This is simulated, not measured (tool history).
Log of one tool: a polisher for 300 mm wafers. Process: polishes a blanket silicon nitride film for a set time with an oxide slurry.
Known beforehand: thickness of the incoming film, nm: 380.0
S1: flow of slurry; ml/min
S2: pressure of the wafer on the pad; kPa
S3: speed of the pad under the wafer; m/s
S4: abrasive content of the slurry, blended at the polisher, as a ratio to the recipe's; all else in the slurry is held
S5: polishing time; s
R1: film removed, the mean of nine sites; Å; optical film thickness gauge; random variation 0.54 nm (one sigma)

Run 1, hour 0.0: S1 155 ml/min, S2 24.8 kPa, S3 1.30 m/s, S4 1.00, S5 27 s. Result: R1 233.16 Å.
Run 2, hour 7.1: S1 155 ml/min, S2 26.2 kPa, S3 1.30 m/s, S4 1.00, S5 27 s. Result: R1 247.73 Å.
Run 3, hour 10.6: S1 125 ml/min, S2 26.2 kPa, S3 1.30 m/s, S4 1.00, S5 27 s. Result: R1 233.19 Å.
Run 4, hour 14.6: S1 155 ml/min, S2 26.2 kPa, S3 1.30 m/s, S4 1.00, S5 27 s. Result: R1 247.41 Å.
Run 5, hour 17.8: S1 125 ml/min, S2 26.2 kPa, S3 1.30 m/s, S4 1.00, S5 27 s. Result: R1 238.33 Å.
Run 6, hour 26.3: S1 125 ml/min, S2 26.2 kPa, S3 1.30 m/s, S4 0.85, S5 27 s. Result: R1 226.99 Å.
Run 7, hour 31.2: S1 130 ml/min, S2 27.6 kPa, S3 1.30 m/s, S4 0.85, S5 27 s. Result: R1 239.40 Å.
Run 8, hour 39.7: S1 135 ml/min, S2 29.0 kPa, S3 1.30 m/s, S4 0.85, S5 27 s. Result: R1 253.96 Å.
Run 9, hour 40.7: S1 135 ml/min, S2 29.0 kPa, S3 1.30 m/s, S4 0.85, S5 27 s. Result: R1 254.82 Å.
Run 10, hour 47.8: S1 140 ml/min, S2 30.3 kPa, S3 1.30 m/s, S4 0.85, S5 27 s. Result: R1 269.32 Å.
Run 11, hour 55.1: S1 145 ml/min, S2 37.2 kPa, S3 1.44 m/s, S4 0.85, S5 27 s. Result: R1 351.75 Å.
Run 12, hour 63.1: S1 145 ml/min, S2 37.2 kPa, S3 1.46 m/s, S4 0.85, S5 27 s. Result: R1 352.51 Å.
Run 13, hour 71.4: S1 145 ml/min, S2 37.2 kPa, S3 1.48 m/s, S4 0.85, S5 27 s. Result: R1 355.75 Å.
Run 14, hour 73.7: S1 145 ml/min, S2 37.2 kPa, S3 1.48 m/s, S4 0.85, S5 27 s. Result: R1 350.41 Å.
Run 15, hour 77.8: S1 145 ml/min, S2 37.2 kPa, S3 1.50 m/s, S4 0.85, S5 27 s. Result: R1 358.61 Å.
Run 16, hour 81.9: S1 145 ml/min, S2 37.2 kPa, S3 1.52 m/s, S4 0.85, S5 27 s. Result: R1 357.89 Å.

Forecast run 17:
Run 17, hour 88.5: S1 145 ml/min, S2 37.2 kPa, S3 1.54 m/s, S4 0.85, S5 27 s. Result: R1 ?.

R1: 355.05 Å

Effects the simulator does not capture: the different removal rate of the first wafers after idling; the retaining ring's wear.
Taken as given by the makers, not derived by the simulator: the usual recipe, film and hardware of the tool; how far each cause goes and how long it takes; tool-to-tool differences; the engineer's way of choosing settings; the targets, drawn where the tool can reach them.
